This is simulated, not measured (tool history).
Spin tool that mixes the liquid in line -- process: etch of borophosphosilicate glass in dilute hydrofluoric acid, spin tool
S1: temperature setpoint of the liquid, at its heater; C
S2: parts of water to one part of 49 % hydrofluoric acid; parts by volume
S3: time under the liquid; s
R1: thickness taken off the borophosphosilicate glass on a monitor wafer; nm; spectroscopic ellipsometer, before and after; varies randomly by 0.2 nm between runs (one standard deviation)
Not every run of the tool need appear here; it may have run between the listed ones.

{"run": 1, "hour": 0.0, "S1": 24.0, "S2": 125, "S3": 70, "R1": 31.794}
{"run": 2, "hour": 0.8, "S1": 22.5, "S2": 130, "S3": 70, "R1": 28.564}
{"run": 3, "hour": 2.2, "S1": 21.5, "S2": 135, "S3": 70, "R1": 26.344}
{"run": 4, "hour": 9.9, "S1": 21.5, "S2": 120, "S3": 70, "R1": 30.205}
{"run": 5, "hour": 16.5, "S1": 20.5, "S2": 125, "S3": 70, "R1": 28.04}
{"run": 6, "hour": 19.3, "S1": 20.5, "S2": 125, "S3": 75, "R1": 29.683}
{"run": 7, "hour": 27.4, "S1": 20.0, "S2": 130, "S3": 75, "R1": 27.747}
{"run": 8, "hour": 31.6, "S1": 19.5, "S2": 135, "S3": 75, "R1": 26.196}
{"run": 9, "hour": 33.5, "S1": 19.0, "S2": 140, "S3": 75, "R1": 24.481}
{"run": 10, "hour": 41.3, "S1": 18.5, "S2": 140, "S3": 75, "R1": 24.003}

Predict the results of run 11:
{"run": 11, "hour": 47.9, "S1": 18.0, "S2": 140, "S3": 75, "R1": "?"}

R1: 23.684 nm
